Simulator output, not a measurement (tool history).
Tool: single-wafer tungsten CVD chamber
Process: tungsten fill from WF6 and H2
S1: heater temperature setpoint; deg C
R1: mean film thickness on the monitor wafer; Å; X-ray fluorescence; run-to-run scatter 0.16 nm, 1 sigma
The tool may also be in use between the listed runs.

{"run": 1, "hour": 0.0, "S1": 380, "chamber pressure (Pa)": 5919, "deposition time (s)": 21.6, "R1": 442.5}
{"run": 2, "hour": 7.3, "S1": 385, "chamber pressure (Pa)": 5946, "deposition time (s)": 21.6, "R1": 485.99}
{"run": 3, "hour": 11.5, "S1": 389, "chamber pressure (Pa)": 5973, "deposition time (s)": 21.6, "R1": 524.99}
{"run": 4, "hour": 15.0, "S1": 383, "chamber pressure (Pa)": 5973, "deposition time (s)": 21.6, "R1": 472.78}
{"hour": 22.2, "done": "thermocouple changed; heater temperature recalibrated"}
{"run": 5, "hour": 22.2, "S1": 383, "chamber pressure (Pa)": 5973, "deposition time (s)": 21.6, "R1": 515.42}
{"run": 6, "hour": 24.6, "S1": 388, "chamber pressure (Pa)": 5999, "deposition time (s)": 21.6, "R1": 565.4}
{"run": 7, "hour": 31.0, "S1": 389, "chamber pressure (Pa)": 5999, "deposition time (s)": 21.6, "R1": 572.12}

What does the tool deliver on the next run?
{"run": 8, "hour": 36.1, "S1": 390, "chamber pressure (Pa)": 5999, "deposition time (s)": 21.6, "R1": "?"}

Run 8 measured R1 585.38 Å.
